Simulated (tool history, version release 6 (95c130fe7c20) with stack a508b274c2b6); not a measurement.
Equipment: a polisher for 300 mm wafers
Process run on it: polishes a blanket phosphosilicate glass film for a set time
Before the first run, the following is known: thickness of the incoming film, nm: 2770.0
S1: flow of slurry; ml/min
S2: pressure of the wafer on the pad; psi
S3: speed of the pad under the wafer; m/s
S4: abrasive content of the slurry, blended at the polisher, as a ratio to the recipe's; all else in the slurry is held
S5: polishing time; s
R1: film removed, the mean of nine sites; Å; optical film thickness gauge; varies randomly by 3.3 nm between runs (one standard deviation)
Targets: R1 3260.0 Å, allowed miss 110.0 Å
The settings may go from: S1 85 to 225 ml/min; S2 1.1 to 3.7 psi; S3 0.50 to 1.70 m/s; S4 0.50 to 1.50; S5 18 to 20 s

Run 1, day 0.000: S1 145 ml/min, S2 2.4 psi, S3 1.10 m/s, S4 1.00, S5 20 s. Result: R1 1611.4 Å.
Run 2, day 0.250: S1 145 ml/min, S2 1.9 psi, S3 1.10 m/s, S4 1.00, S5 20 s. Result: R1 1307.4 Å.
Run 3, day 0.583: S1 150 ml/min, S2 2.1 psi, S3 1.12 m/s, S4 1.00, S5 20 s. Result: R1 1470.2 Å.
Run 4, day 0.612: S1 155 ml/min, S2 2.3 psi, S3 1.12 m/s, S4 1.00, S5 20 s. Result: R1 1605.0 Å.
Run 5, day 0.817: S1 160 ml/min, S2 2.5 psi, S3 1.12 m/s, S4 1.00, S5 20 s. Result: R1 1777.5 Å.
Run 6, day 1.175: S1 165 ml/min, S2 2.7 psi, S3 1.12 m/s, S4 1.00, S5 20 s. Result: R1 1895.9 Å.
Run 7, day 1.362: S1 165 ml/min, S2 2.8 psi, S3 1.14 m/s, S4 1.00, S5 20 s. Result: R1 1981.4 Å.
Run 8, day 1.683: S1 170 ml/min, S2 2.9 psi, S3 1.16 m/s, S4 1.00, S5 20 s. Result: R1 2118.8 Å.
Run 9, day 2.033: S1 175 ml/min, S2 3.0 psi, S3 1.18 m/s, S4 1.00, S5 20 s. Result: R1 2228.1 Å.
Run 10, day 2.192: S1 175 ml/min, S2 3.1 psi, S3 1.20 m/s, S4 1.00, S5 20 s. Result: R1 2329.1 Å.
Run 11, day 2.271: S1 175 ml/min, S2 3.2 psi, S3 1.22 m/s, S4 1.00, S5 20 s. Result: R1 2433.1 Å.
Run 12, day 2.604: S1 190 ml/min, S2 3.7 psi, S3 1.34 m/s, S4 1.00, S5 20 s. Result: R1 3062.6 Å.
Run 13, day 2.833: S1 190 ml/min, S2 3.7 psi, S3 1.36 m/s, S4 1.00, S5 20 s. Result: R1 3059.0 Å.
Run 14, day 3.196: S1 190 ml/min, S2 3.7 psi, S3 1.38 m/s, S4 1.00, S5 20 s. Result: R1 3118.9 Å.

Pick the move, out of 5, that brings all results within their allowed miss; only one does.
Run A, day 3.558: S1 140 ml/min, S2 3.7 psi, S3 1.54 m/s, S4 1.05, S5 18 s. Result: R1 ?.
Run B, day 3.558: S1 180 ml/min, S2 3.7 psi, S3 1.34 m/s, S4 0.90, S5 20 s. Result: R1 ?.
Run C, day 3.558: S1 195 ml/min, S2 3.7 psi, S3 1.36 m/s, S4 1.25, S5 19 s. Result: R1 ?.
Run D, day 3.558: S1 160 ml/min, S2 3.7 psi, S3 1.32 m/s, S4 1.05, S5 20 s. Result: R1 ?.
Run E, day 3.558: S1 160 ml/min, S2 3.3 psi, S3 1.64 m/s, S4 0.85, S5 20 s. Result: R1 ?.

move      R1
   A  2956.0
   B  2872.6
   C  3234.3
   D  2994.4
   E  2857.2
A: misses by more than the last run did
B: misses by more than the last run did
C: hits every target within its allowed miss
D: misses by more than the last run did
E: misses by more than the last run did
Go with C: it meets all targets.
